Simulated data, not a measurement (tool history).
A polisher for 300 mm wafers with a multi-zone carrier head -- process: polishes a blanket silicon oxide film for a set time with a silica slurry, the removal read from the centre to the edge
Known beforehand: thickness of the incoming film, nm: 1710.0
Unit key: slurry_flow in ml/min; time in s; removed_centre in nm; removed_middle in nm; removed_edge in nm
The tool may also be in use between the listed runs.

| run | hour | slurry_flow | centre_zone | middle_zone | edge_zone | slurry_solids | time | removed_centre | removed_middle | removed_edge |
|---|---|---|---|---|---|---|---|---|---|---|
| 1 | 0 | 130 | 1 | 1 | 1 | 1 | 32 | 117.45 | 116.21 | 120.74 |
| 2 | 7 | 130 | 0.96 | 1 | 1 | 1 | 32 | 112.82 | 116.52 | 119.99 |
| 3 | 9.3 | 130 | 0.96 | 0.94 | 1 | 1 | 32 | 113.67 | 113.02 | 121.67 |
| 4 | 17 | 130 | 1.03 | 0.94 | 1 | 1 | 32 | 120.28 | 112.47 | 122.87 |
| 5 | 17.7 | 130 | 1.03 | 0.94 | 1 | 0.85 | 32 | 110.73 | 103.91 | 113.25 |
| 6 | 25.9 | 130 | 1.03 | 0.94 | 1 | 0.85 | 38 | 131.95 | 122.63 | 135.46 |
| 7 | 28.9 | 145 | 1 | 1 | 1.02 | 0.85 | 38 | 132.05 | 130.38 | 137.96 |
| 8 | 37 | 155 | 0.97 | 1.04 | 1.03 | 0.85 | 38 | 131.64 | 135.99 | 139.45 |
| 9 | 40.1 | 165 | 0.95 | 1.07 | 1.04 | 0.85 | 38 | 130.87 | 141.59 | 139.79 |
| 10 | 47.4 | 170 | 0.94 | 1.1 | 1.06 | 0.85 | 38 | 130.44 | 142.47 | 139.99 |
| 11 | 50.6 | 175 | 0.92 | 1.12 | 1.06 | 0.9 | 38 | 131.24 | 150.81 | 147.72 |

What will run 12 give?
| 12 | 59 | 180 | 0.92 | 1.14 | 1.05 | 0.9 | 38 | ? | ? | ? |

removed_centre: 133.48 nm
removed_middle: 154.6 nm
removed_edge: 146.55 nm
